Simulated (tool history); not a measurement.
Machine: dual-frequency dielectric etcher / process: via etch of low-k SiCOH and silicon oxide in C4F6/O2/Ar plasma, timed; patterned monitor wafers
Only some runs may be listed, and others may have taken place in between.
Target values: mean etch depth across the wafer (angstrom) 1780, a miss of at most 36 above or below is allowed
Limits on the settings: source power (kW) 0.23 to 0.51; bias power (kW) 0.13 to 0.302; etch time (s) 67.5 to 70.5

run  hour  source power (kW)  bias power (kW)  etch time (s)  mean etch depth across the wafer (angstrom)
  1     0               0.37            0.216           67.5                                       1617.1
  2   7.8               0.39            0.219           67.5                                       1637.4
  3  15.2               0.39            0.238           67.5                                         1688
  4  22.9               0.34            0.238           67.5                                       1645.4
  5  27.4                0.3            0.238           67.5                                       1603.4
  6  33.6                0.3            0.238           67.5                                         1587
  7  41.6               0.33            0.244           67.5                                       1638.8
  8  44.2               0.35             0.25           67.5                                       1680.8
  9  51.9               0.36            0.254           67.5                                       1702.5
 10  53.6               0.37            0.257           67.5                                         1721
 11  61.6               0.38            0.259           67.5                                       1756.6

Below are 4 possible settings for the next run. Only one of them brings all results inside the allowed miss of their targets. Which is it?
  A  69.6               0.36            0.226           70.5                                            ?
  B  69.6               0.35            0.249           67.5                                            ?
  C  69.6               0.32            0.259             69                                            ?
  D  69.6               0.37            0.282           67.5                                            ?

move  mean etch depth across the wafer (angstrom)
   A                                       1696.6
   B                                       1680.3
   C                                       1708.5
   D                                       1795.5
A: the biggest miss grows against the last run
B: the biggest miss grows against the last run
C: the biggest miss grows against the last run
D: in spec on every target
Answer: D
